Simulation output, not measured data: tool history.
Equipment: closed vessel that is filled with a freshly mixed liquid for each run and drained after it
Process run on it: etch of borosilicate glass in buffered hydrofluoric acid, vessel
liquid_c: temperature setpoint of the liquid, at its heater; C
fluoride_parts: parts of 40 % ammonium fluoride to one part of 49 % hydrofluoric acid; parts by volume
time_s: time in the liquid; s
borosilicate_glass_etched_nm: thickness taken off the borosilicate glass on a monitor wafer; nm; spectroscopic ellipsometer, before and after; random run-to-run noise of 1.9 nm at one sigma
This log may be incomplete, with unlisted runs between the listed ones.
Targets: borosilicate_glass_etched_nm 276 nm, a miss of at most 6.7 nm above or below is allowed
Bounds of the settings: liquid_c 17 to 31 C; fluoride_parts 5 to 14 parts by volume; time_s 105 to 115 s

run	hour	liquid_c	fluoride_parts	time_s	borosilicate_glass_etched_nm
1	0	23	8.5	105	139.73
2	0.8	23	9.5	105	127.51
3	4.1	23	9.5	105	127.9
4	5.1	24	9	105	140.79
5	9.5	24.5	8.5	105	152.9
6	14.2	24.5	8.5	105	153.6
7	15.1	25	8.5	105	157.56
8	23.8	25.5	8.5	105	161.8
9	29.8	26	8.5	105	165.43
10	36.7	26.5	8	105	180.95
11	44.6	27	8	105	186.02
12	46.5	27.5	8	105	188.57
13	52.5	31	6	105	303.83
14	60.2	30	6	105	291.39
15	65.7	29.5	6	105	283.78

Exercise: of the 4 proposed moves below, exactly one satisfies all targets within the stated allowed misses. Which move is it?
A	71.2	29	6	105	?
B	71.2	29.5	6	110	?
C	71.2	28	5.5	110	?
D	71.2	31	7	115	?

move	borosilicate_glass_etched_nm
A	278.1
B	298.93
C	298.74
D	294.15
A: every result within its allowed miss
B: further off than the last run
C: further off than the last run
D: further off than the last run
So the answer is move A, the one that meets all the targets.
